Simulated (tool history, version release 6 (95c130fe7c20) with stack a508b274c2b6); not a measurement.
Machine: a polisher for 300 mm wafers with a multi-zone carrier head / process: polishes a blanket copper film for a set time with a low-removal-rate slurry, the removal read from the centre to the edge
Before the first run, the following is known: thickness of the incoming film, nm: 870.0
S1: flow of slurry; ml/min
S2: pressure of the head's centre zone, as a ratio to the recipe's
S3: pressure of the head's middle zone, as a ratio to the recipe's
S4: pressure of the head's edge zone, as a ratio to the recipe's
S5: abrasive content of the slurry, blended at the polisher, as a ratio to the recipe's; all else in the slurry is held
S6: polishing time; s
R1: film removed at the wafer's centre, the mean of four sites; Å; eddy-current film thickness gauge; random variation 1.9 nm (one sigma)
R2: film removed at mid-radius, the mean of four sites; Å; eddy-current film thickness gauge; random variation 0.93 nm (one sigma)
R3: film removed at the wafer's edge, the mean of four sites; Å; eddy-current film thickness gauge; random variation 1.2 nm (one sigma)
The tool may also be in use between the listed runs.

run	day	S1	S2	S3	S4	S5	S6	R1	R2	R3
1	0.000	200	1.00	1.00	1.00	1.00	60	2104.8	2179.5	2202.0
2	0.096	240	1.00	1.00	1.00	1.00	60	2152.0	2230.6	2219.4
3	0.317	240	1.02	0.97	0.97	0.90	56	2019.8	1967.6	2034.1
4	0.542	240	1.02	0.97	0.97	0.90	63	2288.9	2227.5	2273.2
5	0.779	240	1.04	0.96	0.94	0.80	58	2063.2	1980.9	2003.9
6	1.092	240	1.04	0.96	0.94	0.80	63	2220.9	2131.2	2178.7

The next listed run, before its measurement:
7	1.458	190	1.11	0.86	0.84	0.55	46	?	?	?

{"run 7": {"R1": 1514.4, "R2": 1261.1, "R3": 1365.6}}
